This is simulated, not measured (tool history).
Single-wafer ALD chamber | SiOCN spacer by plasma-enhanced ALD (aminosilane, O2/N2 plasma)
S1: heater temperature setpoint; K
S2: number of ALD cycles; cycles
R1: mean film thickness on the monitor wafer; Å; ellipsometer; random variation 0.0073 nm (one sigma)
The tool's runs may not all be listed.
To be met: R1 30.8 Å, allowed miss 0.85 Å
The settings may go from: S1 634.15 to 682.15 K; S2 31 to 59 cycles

run 1 hour=0 | S1=658.15 S2=45 | R1=27.298
run 2 hour=8.6 | S1=658.15 S2=47 | R1=28.486
run 3 hour=10.5 | S1=668.15 S2=47 | R1=28.401
run 4 hour=14.8 | S1=668.15 S2=42 | R1=25.374
run 5 hour=19.8 | S1=675.15 S2=42 | R1=25.31
run 6 hour=20.7 | S1=667.15 S2=42 | R1=25.388
run 7 hour=26.8 | S1=667.15 S2=45 | R1=27.156
run 8 hour=29.2 | S1=667.15 S2=47 | R1=28.434
run 9 hour=30.4 | S1=667.15 S2=48 | R1=28.971
run 10 hour=38.9 | S1=667.15 S2=49 | R1=29.804
run 11 hour=40.6 | S1=667.15 S2=49 | R1=29.582

5 next moves are on the table. One of them brings every result within its allowed miss. Which?
run A hour=42.3 | S1=671.15 S2=47 | R1=?
run B hour=42.3 | S1=666.15 S2=48 | R1=?
run C hour=42.3 | S1=664.15 S2=55 | R1=?
run D hour=42.3 | S1=661.15 S2=54 | R1=?
run E hour=42.3 | S1=664.15 S2=51 | R1=?

move=A R1=28.575
move=B R1=29.183
move=C R1=33.439
move=D R1=32.831
move=E R1=31.007
A: further off than the last run
B: further off than the last run
C: takes the result that was furthest off past its target
D: takes the result that was furthest off past its target
E: meets every target
The right move is E.

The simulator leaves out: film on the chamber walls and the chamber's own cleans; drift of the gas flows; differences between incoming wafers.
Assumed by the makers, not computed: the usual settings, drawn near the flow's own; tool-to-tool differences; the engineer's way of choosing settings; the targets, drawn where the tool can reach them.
